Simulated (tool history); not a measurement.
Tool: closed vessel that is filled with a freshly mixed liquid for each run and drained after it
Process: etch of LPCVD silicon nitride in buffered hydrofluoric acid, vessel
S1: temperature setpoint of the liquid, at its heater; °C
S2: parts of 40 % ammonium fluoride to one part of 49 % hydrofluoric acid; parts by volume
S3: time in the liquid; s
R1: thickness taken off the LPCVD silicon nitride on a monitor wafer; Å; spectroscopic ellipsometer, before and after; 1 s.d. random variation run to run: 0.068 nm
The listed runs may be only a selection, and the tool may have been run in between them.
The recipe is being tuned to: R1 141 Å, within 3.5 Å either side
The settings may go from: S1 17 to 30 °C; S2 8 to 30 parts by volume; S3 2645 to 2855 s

run	hour	S1	S2	S3	R1
1	0	22	21.5	2645	155.75
2	6.4	22	27	2645	132.28
3	11.1	20.5	27	2645	120.95
4	18.5	18	27	2645	106.19
5	22.3	19	27	2645	112.5
6	27.5	19	27	2855	121.17
7	36.4	19.5	27	2855	124.61
8	41.5	20	27	2855	126.76
9	51.2	20.5	27	2855	131.04
10	58	20.5	27	2855	130.99

Which of these 5 next moves meets every target?
A	64.8	22.5	30	2805	?
B	64.8	22	29	2765	?
C	64.8	20.5	24.5	2855	?
D	64.8	22.5	24	2690	?
E	64.8	22	28.5	2775	?

move	R1
A	133.45
B	130.96
C	139.71
D	149.26
E	133.02
A: gains on the last run, yet a result remains outside its allowed miss
B: just as far off the targets as the last run
C: every result lands within tolerance
D: takes the biggest miss from the last run beyond its target
E: gains on the last run, yet a result remains outside its allowed miss
C is the move that brings every result within its allowed miss.

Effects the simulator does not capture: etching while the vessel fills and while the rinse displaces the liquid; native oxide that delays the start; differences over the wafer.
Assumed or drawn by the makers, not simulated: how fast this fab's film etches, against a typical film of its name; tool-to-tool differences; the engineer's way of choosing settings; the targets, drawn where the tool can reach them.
